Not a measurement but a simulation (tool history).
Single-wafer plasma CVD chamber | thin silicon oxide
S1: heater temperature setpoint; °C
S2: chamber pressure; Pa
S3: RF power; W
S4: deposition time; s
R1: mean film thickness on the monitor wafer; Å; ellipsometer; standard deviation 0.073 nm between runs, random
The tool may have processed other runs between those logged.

run	hour	S1	S2	S3	S4	R1
1	0	405	82.1	280	7.43	102.42
2	0.8	405	82.1	295	7.43	104.74
3	5.5	405	82.1	295	7.1	98.562
4	9.8	405	87.2	295	7.1	105.18
5	17	405	91.6	295	7.1	111.67
6	23.9	405	94.7	295	7.1	114.99
7	29.3	405	97.3	295	7.1	116.12

Run 8 has not been measured yet. What should we expect?
8	36.4	405	100.1	295	7.1	?

For run 8 the tool returned R1 119.7 Å.
